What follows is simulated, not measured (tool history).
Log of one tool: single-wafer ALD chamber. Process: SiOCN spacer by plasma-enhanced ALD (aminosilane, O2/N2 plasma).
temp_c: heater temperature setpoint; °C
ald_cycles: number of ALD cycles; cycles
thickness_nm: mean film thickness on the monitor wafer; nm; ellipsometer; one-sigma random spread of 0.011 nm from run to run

run    day  temp_c  ald_cycles  thickness_nm
  1  0.000     400          63        3.9657
  2  0.338     401          61        3.8076
  3  0.500     410          61        3.7213
  4  0.833     410          52        3.1786
  5  0.954     411          52        3.1813
  6  1.233     411          45        2.7529
  7  1.533     411          45        2.7624
  8  1.592     410          45        2.7583

Forecast run 9:
  9  1.646     408          46             ?

thickness_nm: 2.8340 nm
